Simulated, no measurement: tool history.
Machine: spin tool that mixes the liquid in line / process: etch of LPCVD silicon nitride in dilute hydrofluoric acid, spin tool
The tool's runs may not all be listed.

run,hour,temperature setpoint of the liquid (°C),parts of water to one part of 49 % hydrofluoric acid (parts by volume),time under the liquid (s),thickness taken off the LPCVD silicon nitride on a monitor wafer (angstrom)
1,0.0,24.0,60,260,24.491
2,1.7,25.0,60,260,26.048
3,4.7,23.5,60,260,23.432
4,8.9,24.5,60,260,25.435
5,11.3,25.5,60,260,26.503
6,16.9,25.5,60,280,28.491
7,23.8,26.5,60,280,30.313

The next listed run, before its measurement:
8,32.1,27.0,60,280,?

{"run 8": {"thickness taken off the LPCVD silicon nitride on a monitor wafer (angstrom)": 31.92}}

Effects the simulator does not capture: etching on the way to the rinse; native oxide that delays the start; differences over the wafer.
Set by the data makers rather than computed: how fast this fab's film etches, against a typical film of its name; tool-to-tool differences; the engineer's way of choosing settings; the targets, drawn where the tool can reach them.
